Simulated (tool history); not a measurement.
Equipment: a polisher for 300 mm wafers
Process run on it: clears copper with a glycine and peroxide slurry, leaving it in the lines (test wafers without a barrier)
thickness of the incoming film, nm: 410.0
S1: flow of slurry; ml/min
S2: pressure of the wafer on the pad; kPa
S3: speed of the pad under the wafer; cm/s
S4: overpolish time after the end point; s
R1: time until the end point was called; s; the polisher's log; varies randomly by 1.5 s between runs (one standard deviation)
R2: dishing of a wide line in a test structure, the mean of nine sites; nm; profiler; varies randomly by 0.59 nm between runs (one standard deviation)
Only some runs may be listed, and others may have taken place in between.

run	hour	S1	S2	S3	S4	R1	R2
1	0.0	130	17.2	110	13	85.459	38.134
2	5.6	160	17.2	110	13	80.385	42.562
3	13.3	190	17.2	110	13	77.761	41.306
4	21.7	190	16.5	110	12	79.808	38.724
5	28.7	170	16.5	110	12	82.240	37.253
6	33.3	170	20.0	110	12	70.741	41.683
7	34.9	170	18.6	108	11	75.370	37.308

Run 8 has not been measured yet. What should we expect?
8	38.1	155	13.8	102	9	?	?

Run 8 measured R1 102.490 s, R2 23.890 nm.
